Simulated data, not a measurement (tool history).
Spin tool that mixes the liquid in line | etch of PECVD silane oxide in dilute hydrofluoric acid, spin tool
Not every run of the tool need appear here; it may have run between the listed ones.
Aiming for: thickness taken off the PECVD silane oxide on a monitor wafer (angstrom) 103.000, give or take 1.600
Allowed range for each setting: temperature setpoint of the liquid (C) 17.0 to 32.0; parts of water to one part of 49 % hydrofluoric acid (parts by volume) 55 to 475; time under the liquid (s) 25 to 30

| run | day | temperature setpoint of the liquid (C) | parts of water to one part of 49 % hydrofluoric acid (parts by volume) | time under the liquid (s) | thickness taken off the PECVD silane oxide on a monitor wafer (angstrom) |
|---|---|---|---|---|---|
| 1 | 0.000 | 24.0 | 265 | 30 | 22.842 |
| 2 | 0.083 | 25.0 | 235 | 30 | 27.722 |
| 3 | 0.283 | 26.5 | 235 | 30 | 29.127 |
| 4 | 0.325 | 27.5 | 210 | 30 | 34.440 |
| 5 | 0.475 | 27.5 | 145 | 30 | 54.351 |
| 6 | 0.650 | 27.5 | 230 | 30 | 31.193 |
| 7 | 0.729 | 28.0 | 205 | 30 | 36.418 |
| 8 | 1.075 | 28.5 | 185 | 30 | 42.232 |
| 9 | 1.292 | 29.0 | 165 | 30 | 49.116 |
| 10 | 1.367 | 29.5 | 150 | 30 | 56.295 |
| 11 | 1.629 | 30.0 | 140 | 30 | 62.144 |
| 12 | 1.908 | 30.5 | 130 | 30 | 69.066 |
| 13 | 2.196 | 30.5 | 125 | 30 | 72.017 |
| 14 | 2.475 | 32.0 | 55 | 30 | 193.010 |
| 15 | 2.704 | 32.0 | 55 | 30 | 192.170 |
| 16 | 2.733 | 30.0 | 55 | 30 | 178.250 |
| 17 | 3.000 | 30.0 | 60 | 30 | 162.090 |
| 18 | 3.229 | 28.5 | 65 | 30 | 140.920 |
| 19 | 3.362 | 27.0 | 65 | 30 | 132.340 |
| 20 | 3.446 | 25.5 | 65 | 30 | 124.630 |
| 21 | 3.738 | 24.5 | 65 | 30 | 119.690 |
| 22 | 3.912 | 24.0 | 65 | 30 | 116.780 |
| 23 | 4.242 | 20.0 | 65 | 30 | 98.981 |
| 24 | 4.588 | 20.5 | 65 | 30 | 100.620 |

Of the 4 settings listed for the next run, only one would bring every result within its allowed miss of target. Which one?
| A | 4.933 | 20.0 | 65 | 30 | ? |
| B | 4.933 | 22.5 | 60 | 25 | ? |
| C | 4.933 | 19.0 | 60 | 30 | ? |
| D | 4.933 | 20.0 | 55 | 25 | ? |

| move | thickness taken off the PECVD silane oxide on a monitor wafer (angstrom) |
|---|---|
| A | 99.319 |
| B | 100.120 |
| C | 103.750 |
| D | 98.982 |
A: its largest miss is bigger than the last run's
B: its largest miss is bigger than the last run's
C: every result within its allowed miss
D: its largest miss is bigger than the last run's
Go with C: it meets all targets.
